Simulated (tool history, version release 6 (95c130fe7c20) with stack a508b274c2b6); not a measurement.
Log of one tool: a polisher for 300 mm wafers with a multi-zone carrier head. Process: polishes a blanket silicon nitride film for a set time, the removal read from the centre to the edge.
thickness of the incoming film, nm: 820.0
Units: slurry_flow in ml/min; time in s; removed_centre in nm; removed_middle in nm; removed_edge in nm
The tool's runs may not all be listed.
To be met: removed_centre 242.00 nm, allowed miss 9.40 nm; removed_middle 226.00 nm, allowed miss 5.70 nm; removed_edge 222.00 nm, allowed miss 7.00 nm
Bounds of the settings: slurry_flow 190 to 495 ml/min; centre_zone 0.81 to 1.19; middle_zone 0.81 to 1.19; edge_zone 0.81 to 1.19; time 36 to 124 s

run    day  slurry_flow  centre_zone  middle_zone  edge_zone  time  removed_centre  removed_middle  removed_edge
  1  0.000          320         1.00         1.00       1.00    79          174.55          173.50        175.77
  2  0.292          320         1.00         0.94       1.00    79          176.17          167.09        179.43
  3  0.562          320         1.00         0.94       1.06    79          173.33          166.29        182.06
  4  0.842          330         1.04         0.98       1.07    85          197.95          182.98        199.21
  5  1.212          330         1.04         0.98       1.11    85          194.08          186.24        205.37
  6  1.408          345         1.09         1.04       1.11    87          209.61          199.40        205.80
     1.500  -- edge zone pressure recalibrated
  7  1.500          355         1.12         1.07       1.13    89          225.01          206.35        210.32
  8  1.833          360         1.13         1.09       1.15    90          229.09          214.75        212.44
  9  1.912          365         1.14         1.10       1.16    91          229.95          218.87        217.29

Which of these 4 next moves meets every target?
  A  1.992          310         1.19         1.00       1.19    94               ?               ?             ?
  B  1.992          315         0.98         0.99       1.19    95               ?               ?             ?
  C  1.992          385         1.06         1.01       1.16    93               ?               ?             ?
  D  1.992          425         1.15         1.10       1.17    92               ?               ?             ?

move  removed_centre  removed_middle  removed_edge
   A          245.52          207.97        226.92
   B          204.40          208.97        229.64
   C          220.82          211.68        224.81
   D          239.21          226.74        224.40
A: brings the result that was furthest off to its target, and leaves another outside
B: further off than the last run
C: further off than the last run
D: meets every target
Move D is the one to make.
